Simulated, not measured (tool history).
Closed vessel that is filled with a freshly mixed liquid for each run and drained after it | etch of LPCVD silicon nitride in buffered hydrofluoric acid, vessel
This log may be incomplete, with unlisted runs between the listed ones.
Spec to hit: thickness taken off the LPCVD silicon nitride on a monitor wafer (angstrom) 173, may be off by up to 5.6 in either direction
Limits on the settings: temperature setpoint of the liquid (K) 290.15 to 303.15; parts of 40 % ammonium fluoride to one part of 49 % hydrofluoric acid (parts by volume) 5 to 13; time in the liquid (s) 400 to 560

run,hour,temperature setpoint of the liquid (K),parts of 40 % ammonium fluoride to one part of 49 % hydrofluoric acid (parts by volume),time in the liquid (s),thickness taken off the LPCVD silicon nitride on a monitor wafer (angstrom)
1,0,295.15,8,560,92.517
2,1.2,297.15,7.5,560,110.98
3,5.6,298.65,7.5,560,117.65
4,11,299.65,7,560,135.41
5,15.2,298.15,7,560,127.27
6,16.5,294.65,7,560,102.7
7,19.5,298.65,6.5,560,138.51
8,21.7,299.65,6.5,560,143.85
9,24.7,300.65,6.5,560,153.49
10,25.6,301.15,6.5,560,156.03

Consider the 4 candidate settings below. Which is the only one whose results all fall within their allowed miss of target?
A,26.5,299.15,5.5,545,?
B,26.5,300.15,5,520,?
C,26.5,298.65,5.5,560,?
D,26.5,300.65,7,540,?

move,thickness taken off the LPCVD silicon nitride on a monitor wafer (angstrom)
A,160.2
B,174.75
C,160.24
D,139.81
A: gains on the last run, yet a result remains outside its allowed miss
B: hits every target within its allowed miss
C: gains on the last run, yet a result remains outside its allowed miss
D: its largest miss is bigger than the last run's
The right move is B.
